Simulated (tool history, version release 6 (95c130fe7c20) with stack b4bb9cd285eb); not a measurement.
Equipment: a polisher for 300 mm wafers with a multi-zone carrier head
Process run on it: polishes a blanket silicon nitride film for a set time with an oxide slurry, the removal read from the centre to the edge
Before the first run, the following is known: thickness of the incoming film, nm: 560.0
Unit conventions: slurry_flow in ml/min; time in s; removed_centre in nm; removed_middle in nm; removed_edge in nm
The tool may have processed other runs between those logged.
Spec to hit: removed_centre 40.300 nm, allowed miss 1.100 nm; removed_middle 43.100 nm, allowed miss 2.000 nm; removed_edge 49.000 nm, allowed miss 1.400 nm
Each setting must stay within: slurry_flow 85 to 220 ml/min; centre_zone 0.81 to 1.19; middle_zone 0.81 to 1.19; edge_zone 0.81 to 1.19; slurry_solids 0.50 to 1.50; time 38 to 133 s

{"run": 1, "hour": 0.0, "slurry_flow": 140, "centre_zone": 1.0, "middle_zone": 1.0, "edge_zone": 1.0, "slurry_solids": 1.0, "time": 85, "removed_centre": 50.288, "removed_middle": 52.085, "removed_edge": 52.86}
{"run": 2, "hour": 2.4, "slurry_flow": 135, "centre_zone": 0.98, "middle_zone": 0.98, "edge_zone": 1.0, "slurry_solids": 1.0, "time": 85, "removed_centre": 48.849, "removed_middle": 49.577, "removed_edge": 52.758}
{"run": 3, "hour": 3.9, "slurry_flow": 170, "centre_zone": 0.98, "middle_zone": 0.98, "edge_zone": 1.0, "slurry_solids": 1.0, "time": 85, "removed_centre": 51.396, "removed_middle": 51.636, "removed_edge": 53.063}
{"run": 4, "hour": 10.7, "slurry_flow": 170, "centre_zone": 0.94, "middle_zone": 0.98, "edge_zone": 1.0, "slurry_solids": 1.0, "time": 85, "removed_centre": 48.304, "removed_middle": 52.104, "removed_edge": 53.39}
{"run": 5, "hour": 13.4, "slurry_flow": 170, "centre_zone": 0.91, "middle_zone": 0.98, "edge_zone": 1.0, "slurry_solids": 1.0, "time": 85, "removed_centre": 46.925, "removed_middle": 52.74, "removed_edge": 53.479}
{"run": 6, "hour": 21.1, "slurry_flow": 170, "centre_zone": 0.91, "middle_zone": 0.98, "edge_zone": 1.07, "slurry_solids": 1.0, "time": 85, "removed_centre": 47.474, "removed_middle": 52.667, "removed_edge": 54.969}
{"run": 7, "hour": 25.8, "slurry_flow": 165, "centre_zone": 0.9, "middle_zone": 0.96, "edge_zone": 1.05, "slurry_solids": 1.0, "time": 85, "removed_centre": 46.471, "removed_middle": 50.8, "removed_edge": 54.432}
{"run": 8, "hour": 34.0, "slurry_flow": 125, "centre_zone": 0.88, "middle_zone": 0.91, "edge_zone": 0.96, "slurry_solids": 0.95, "time": 85, "removed_centre": 41.977, "removed_middle": 45.784, "removed_edge": 49.844}

Of the 5 settings listed for the next run, only one would bring every result within its allowed miss of target. Which one?
{"run": "A", "hour": 42.2, "slurry_flow": 105, "centre_zone": 0.87, "middle_zone": 0.89, "edge_zone": 0.99, "slurry_solids": 0.8, "time": 92, "removed_centre": "?", "removed_middle": "?", "removed_edge": "?"}
{"run": "B", "hour": 42.2, "slurry_flow": 125, "centre_zone": 0.92, "middle_zone": 0.81, "edge_zone": 0.95, "slurry_solids": 0.8, "time": 92, "removed_centre": "?", "removed_middle": "?", "removed_edge": "?"}
{"run": "C", "hour": 42.2, "slurry_flow": 105, "centre_zone": 0.9, "middle_zone": 0.81, "edge_zone": 1.05, "slurry_solids": 1.0, "time": 80, "removed_centre": "?", "removed_middle": "?", "removed_edge": "?"}
{"run": "D", "hour": 42.2, "slurry_flow": 110, "centre_zone": 0.99, "middle_zone": 0.82, "edge_zone": 0.98, "slurry_solids": 0.95, "time": 80, "removed_centre": "?", "removed_middle": "?", "removed_edge": "?"}
{"run": "E", "hour": 42.2, "slurry_flow": 120, "centre_zone": 0.9, "middle_zone": 0.91, "edge_zone": 0.94, "slurry_solids": 0.95, "time": 80, "removed_centre": "?", "removed_middle": "?", "removed_edge": "?"}

move=A removed_centre=40.513 removed_middle=44.815 removed_edge=49.259
move=B removed_centre=44.340 removed_middle=43.009 removed_edge=49.378
move=C removed_centre=40.499 removed_middle=40.330 removed_edge=49.045
move=D removed_centre=43.975 removed_middle=40.082 removed_edge=46.596
move=E removed_centre=40.661 removed_middle=44.060 removed_edge=46.117
A: every result within its allowed miss
B: misses by more than the last run did
C: gets the furthest-off result to its target, but another result is out of tolerance
D: misses by more than the last run did
E: gets the furthest-off result to its target, but another result is out of tolerance
The right move is A.
